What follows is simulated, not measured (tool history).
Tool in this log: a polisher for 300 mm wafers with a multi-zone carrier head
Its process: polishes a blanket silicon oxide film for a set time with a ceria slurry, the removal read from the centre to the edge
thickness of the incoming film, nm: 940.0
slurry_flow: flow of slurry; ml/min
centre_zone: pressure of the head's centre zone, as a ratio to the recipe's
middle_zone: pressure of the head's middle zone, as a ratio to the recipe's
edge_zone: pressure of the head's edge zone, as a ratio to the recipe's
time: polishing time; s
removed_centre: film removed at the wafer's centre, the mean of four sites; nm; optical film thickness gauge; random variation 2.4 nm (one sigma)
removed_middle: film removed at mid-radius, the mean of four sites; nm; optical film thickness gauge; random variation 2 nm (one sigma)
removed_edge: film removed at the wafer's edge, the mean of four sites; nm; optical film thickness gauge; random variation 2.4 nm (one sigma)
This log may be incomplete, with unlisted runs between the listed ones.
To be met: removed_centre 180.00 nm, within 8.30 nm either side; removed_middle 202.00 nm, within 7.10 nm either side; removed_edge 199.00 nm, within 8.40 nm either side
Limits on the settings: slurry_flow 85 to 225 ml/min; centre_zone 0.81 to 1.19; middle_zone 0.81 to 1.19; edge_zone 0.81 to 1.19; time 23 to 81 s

run 1 hour=0.0 | slurry_flow=145 centre_zone=1.00 middle_zone=1.00 edge_zone=1.00 time=52 | removed_centre=274.62 removed_middle=268.27 removed_edge=261.24
run 2 hour=4.9 | slurry_flow=180 centre_zone=1.00 middle_zone=1.00 edge_zone=1.00 time=52 | removed_centre=287.79 removed_middle=276.78 removed_edge=267.49
run 3 hour=9.0 | slurry_flow=180 centre_zone=1.00 middle_zone=0.95 edge_zone=1.00 time=52 | removed_centre=293.15 removed_middle=268.57 removed_edge=266.90
run 4 hour=15.0 | slurry_flow=180 centre_zone=1.08 middle_zone=0.95 edge_zone=1.00 time=52 | removed_centre=311.30 removed_middle=267.81 removed_edge=275.72
run 5 hour=19.4 | slurry_flow=180 centre_zone=1.08 middle_zone=0.95 edge_zone=0.96 time=52 | removed_centre=311.83 removed_middle=268.54 removed_edge=266.02
run 6 hour=21.9 | slurry_flow=200 centre_zone=1.08 middle_zone=0.95 edge_zone=0.96 time=52 | removed_centre=315.12 removed_middle=270.56 removed_edge=269.15
run 7 hour=30.6 | slurry_flow=185 centre_zone=1.00 middle_zone=0.96 edge_zone=1.00 time=47 | removed_centre=263.38 removed_middle=248.81 removed_edge=244.90
run 8 hour=35.2 | slurry_flow=170 centre_zone=0.94 middle_zone=0.95 edge_zone=1.01 time=45 | removed_centre=235.08 removed_middle=229.09 removed_edge=235.85
run 9 hour=42.1 | slurry_flow=170 centre_zone=0.94 middle_zone=0.95 edge_zone=1.01 time=45 | removed_centre=231.18 removed_middle=230.19 removed_edge=233.49
run 10 hour=44.1 | slurry_flow=160 centre_zone=0.90 middle_zone=0.94 edge_zone=0.97 time=44 | removed_centre=211.35 removed_middle=219.58 removed_edge=221.10
run 11 hour=46.6 | slurry_flow=150 centre_zone=0.88 middle_zone=0.94 edge_zone=0.94 time=44 | removed_centre=205.22 removed_middle=217.55 removed_edge=216.32
run 12 hour=50.7 | slurry_flow=110 centre_zone=0.81 middle_zone=0.93 edge_zone=0.88 time=42 | removed_centre=167.17 removed_middle=189.55 removed_edge=187.40
run 13 hour=53.6 | slurry_flow=120 centre_zone=0.81 middle_zone=0.93 edge_zone=0.89 time=42 | removed_centre=172.02 removed_middle=196.47 removed_edge=194.91

Next run, 5 choices. One meets every target within its allowed miss, the rest don't. Which?
run A hour=56.5 | slurry_flow=120 centre_zone=0.84 middle_zone=0.95 edge_zone=0.89 time=43 | removed_centre=? removed_middle=? removed_edge=?
run B hour=56.5 | slurry_flow=105 centre_zone=0.88 middle_zone=0.92 edge_zone=0.90 time=42 | removed_centre=? removed_middle=? removed_edge=?
run C hour=56.5 | slurry_flow=110 centre_zone=0.89 middle_zone=0.89 edge_zone=0.88 time=43 | removed_centre=? removed_middle=? removed_edge=?
run D hour=56.5 | slurry_flow=110 centre_zone=0.87 middle_zone=1.01 edge_zone=0.87 time=39 | removed_centre=? removed_middle=? removed_edge=?
run E hour=56.5 | slurry_flow=135 centre_zone=0.88 middle_zone=0.88 edge_zone=0.89 time=41 | removed_centre=? removed_middle=? removed_edge=?

move=A removed_centre=181.86 removed_middle=208.15 removed_edge=200.55
move=B removed_centre=177.72 removed_middle=190.23 removed_edge=191.68
move=C removed_centre=187.03 removed_middle=192.23 removed_edge=196.25
move=D removed_centre=166.01 removed_middle=193.84 removed_edge=176.79
move=E removed_centre=187.71 removed_middle=191.85 removed_edge=195.48
A: meets every target
B: the worst result of the last run now meets its target, but another is out of spec
C: the worst result of the last run now meets its target, but another is out of spec
D: lands further from the targets than the last run did
E: the worst result of the last run now meets its target, but another is out of spec
Go with A: it meets all targets.
